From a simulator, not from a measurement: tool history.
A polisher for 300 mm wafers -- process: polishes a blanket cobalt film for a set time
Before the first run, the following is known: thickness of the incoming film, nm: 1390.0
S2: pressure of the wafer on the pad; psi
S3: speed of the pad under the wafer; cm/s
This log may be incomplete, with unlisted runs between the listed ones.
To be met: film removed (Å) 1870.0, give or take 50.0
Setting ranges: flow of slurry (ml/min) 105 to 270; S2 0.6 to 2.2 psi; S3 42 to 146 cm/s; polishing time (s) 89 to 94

run 1 hour=0.0 | flow_of_slurry_(ml/min)=175 S2=1.4 S3=94 polishing_time_(s)=89 | film_removed_(Å)=2709.6
run 2 hour=6.0 | flow_of_slurry_(ml/min)=175 S2=1.4 S3=86 polishing_time_(s)=89 | film_removed_(Å)=2508.0
run 3 hour=10.7 | flow_of_slurry_(ml/min)=175 S2=1.4 S3=70 polishing_time_(s)=89 | film_removed_(Å)=2023.8
run 4 hour=12.6 | flow_of_slurry_(ml/min)=175 S2=1.6 S3=70 polishing_time_(s)=89 | film_removed_(Å)=2345.2
run 5 hour=21.3 | flow_of_slurry_(ml/min)=170 S2=1.5 S3=70 polishing_time_(s)=89 | film_removed_(Å)=2156.3
run 6 hour=28.1 | flow_of_slurry_(ml/min)=170 S2=1.5 S3=52 polishing_time_(s)=89 | film_removed_(Å)=1638.3
run 7 hour=29.4 | flow_of_slurry_(ml/min)=185 S2=1.5 S3=52 polishing_time_(s)=89 | film_removed_(Å)=1646.4
run 8 hour=32.7 | flow_of_slurry_(ml/min)=185 S2=1.6 S3=52 polishing_time_(s)=89 | film_removed_(Å)=1779.9

Pick the move, out of 4, that brings all results within their allowed miss; only one does.
run A hour=36.0 | flow_of_slurry_(ml/min)=170 S2=1.5 S3=56 polishing_time_(s)=94 | film_removed_(Å)=?
run B hour=36.0 | flow_of_slurry_(ml/min)=170 S2=1.6 S3=58 polishing_time_(s)=93 | film_removed_(Å)=?
run C hour=36.0 | flow_of_slurry_(ml/min)=195 S2=1.5 S3=52 polishing_time_(s)=94 | film_removed_(Å)=?
run D hour=36.0 | flow_of_slurry_(ml/min)=220 S2=1.4 S3=64 polishing_time_(s)=92 | film_removed_(Å)=?

move=A film_removed_(Å)=1844.2
move=B film_removed_(Å)=2008.7
move=C film_removed_(Å)=1753.2
move=D film_removed_(Å)=1985.6
A: every result lands within tolerance
B: pushes the last run's worst result past its target
C: its largest miss is bigger than the last run's
D: pushes the last run's worst result past its target
A meets every target.
